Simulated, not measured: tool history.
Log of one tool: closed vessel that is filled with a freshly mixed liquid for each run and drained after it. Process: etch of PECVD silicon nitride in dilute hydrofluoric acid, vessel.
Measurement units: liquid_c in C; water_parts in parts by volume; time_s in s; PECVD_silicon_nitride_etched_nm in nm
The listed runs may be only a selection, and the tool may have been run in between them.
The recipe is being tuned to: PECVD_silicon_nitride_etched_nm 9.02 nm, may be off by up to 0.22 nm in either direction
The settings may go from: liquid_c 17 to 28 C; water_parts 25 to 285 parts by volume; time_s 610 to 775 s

run  hour  liquid_c  water_parts  time_s  PECVD_silicon_nitride_etched_nm
  1     0        20          155     775                           14.951
  2   2.9        19          170     775                           12.649
  3   8.3        19          170     610                           9.8782
  4  17.8        19          115     610                           14.485
  5  20.8      18.5          130     610                           12.445
  6  29.9        17          130     610                           11.239
  7  36.9        17          140     610                           10.476
  8  46.2        17          150     610                           9.6399
  9    50        17          155     610                           9.4905
     59.2  -- hydrofluoric acid flow meter replaced
 10  59.2        17          160     610                           8.4363

Which single option among these 5 for the next run brings every result within its allowed miss of target? Just one does.
  A  68.4      17.5          140     610                                ?
  B  68.4      19.5          185     675                                ?
  C  68.4        17          155     675                                ?
  D  68.4      18.5          160     625                                ?
  E  68.4        17          160     655                                ?

move  PECVD_silicon_nitride_etched_nm
   A                           9.8163
   B                           9.4912
   C                           9.5152
   D                           9.4612
   E                           8.9554
A: pushes the last run's worst result past its target
B: pushes the last run's worst result past its target
C: pushes the last run's worst result past its target
D: pushes the last run's worst result past its target
E: every result lands within tolerance
Go with E: it meets all targets.
